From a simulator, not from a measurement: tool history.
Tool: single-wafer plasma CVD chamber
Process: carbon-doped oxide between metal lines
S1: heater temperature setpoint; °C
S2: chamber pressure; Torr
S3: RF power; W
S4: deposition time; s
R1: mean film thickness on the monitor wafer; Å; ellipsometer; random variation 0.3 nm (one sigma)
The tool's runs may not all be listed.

| run | hour | S1 | S2 | S3 | S4 | R1 |
|---|---|---|---|---|---|---|
| 1 | 0.0 | 330 | 5.81 | 540 | 8.4 | 477.72 |
| 2 | 6.7 | 330 | 5.81 | 540 | 8.4 | 477.58 |
| 3 | 7.3 | 330 | 5.81 | 495 | 8.4 | 447.29 |
| 4 | 15.0 | 330 | 5.81 | 465 | 8.4 | 422.82 |
| 5 | 23.0 | 326 | 6.09 | 495 | 8.4 | 460.86 |
| 6 | 25.3 | 322 | 6.40 | 500 | 8.4 | 467.37 |
| 7 | 27.1 | 320 | 6.56 | 520 | 8.4 | 492.82 |

The next listed run, before its measurement:
| 8 | 33.7 | 318 | 6.76 | 525 | 8.4 | ? |

R1: 504.79 Å

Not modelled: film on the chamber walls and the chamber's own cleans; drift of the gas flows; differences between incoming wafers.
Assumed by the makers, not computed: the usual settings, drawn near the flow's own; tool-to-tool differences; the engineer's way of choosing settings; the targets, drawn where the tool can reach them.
